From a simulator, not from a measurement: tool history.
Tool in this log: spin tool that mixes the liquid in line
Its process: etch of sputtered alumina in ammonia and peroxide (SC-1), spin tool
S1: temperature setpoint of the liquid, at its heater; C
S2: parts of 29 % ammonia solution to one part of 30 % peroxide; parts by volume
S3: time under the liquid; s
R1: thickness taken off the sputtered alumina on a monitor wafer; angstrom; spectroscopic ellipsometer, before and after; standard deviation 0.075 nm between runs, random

run 1 hour=0.0 | S1=55.0 S2=0.4 S3=325 | R1=139.58
run 2 hour=9.1 | S1=53.5 S2=0.4 S3=325 | R1=131.06
run 3 hour=12.9 | S1=52.0 S2=0.4 S3=325 | R1=119.79
run 4 hour=15.5 | S1=51.0 S2=0.4 S3=325 | R1=113.56
run 5 hour=23.0 | S1=50.5 S2=0.4 S3=325 | R1=111.64
run 6 hour=26.3 | S1=50.0 S2=0.4 S3=325 | R1=105.90

For run 7, what comes out?
run 7 hour=31.2 | S1=49.5 S2=0.4 S3=325 | R1=?

R1: 106.05 angstrom
